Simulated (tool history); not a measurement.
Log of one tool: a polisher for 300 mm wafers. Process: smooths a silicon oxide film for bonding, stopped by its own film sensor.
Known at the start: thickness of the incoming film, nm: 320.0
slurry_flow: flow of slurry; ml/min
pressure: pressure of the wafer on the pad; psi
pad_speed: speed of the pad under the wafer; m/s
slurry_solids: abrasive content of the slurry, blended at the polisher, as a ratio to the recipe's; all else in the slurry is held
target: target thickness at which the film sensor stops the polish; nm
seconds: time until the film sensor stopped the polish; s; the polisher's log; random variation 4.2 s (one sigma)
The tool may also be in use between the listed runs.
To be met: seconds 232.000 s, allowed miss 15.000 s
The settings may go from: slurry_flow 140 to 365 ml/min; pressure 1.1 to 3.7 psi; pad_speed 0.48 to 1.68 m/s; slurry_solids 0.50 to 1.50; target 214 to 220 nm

run	hour	slurry_flow	pressure	pad_speed	slurry_solids	target	seconds
1	0.0	235	2.4	1.08	1.00	220	120.770
2	8.7	235	2.2	1.06	1.00	220	133.000
3	10.1	235	2.2	1.06	0.80	220	143.590
4	11.9	235	2.1	1.04	0.80	220	148.960
5	19.0	235	1.9	1.04	0.80	220	164.740
6	22.5	235	2.4	1.04	0.80	220	132.450
7	25.3	235	2.2	1.02	0.80	220	143.210
8	32.0	235	2.2	1.02	0.80	220	147.740
9	32.6	235	2.1	1.00	0.80	220	154.260
10	37.5	235	2.1	1.00	0.80	220	150.470

4 next moves are on the table. One of them brings every result within its allowed miss. Which?
A	42.4	190	1.8	0.98	0.70	215	?
B	42.4	240	1.5	1.00	0.75	214	?
C	42.4	250	3.6	1.22	1.00	220	?
D	42.4	240	1.9	0.98	0.85	220	?

move	seconds
A	205.210
B	231.760
C	77.653
D	169.510
A: nearer than the last run, and not there yet
B: meets every target
C: further off than the last run
D: nearer than the last run, and not there yet
Answer: B
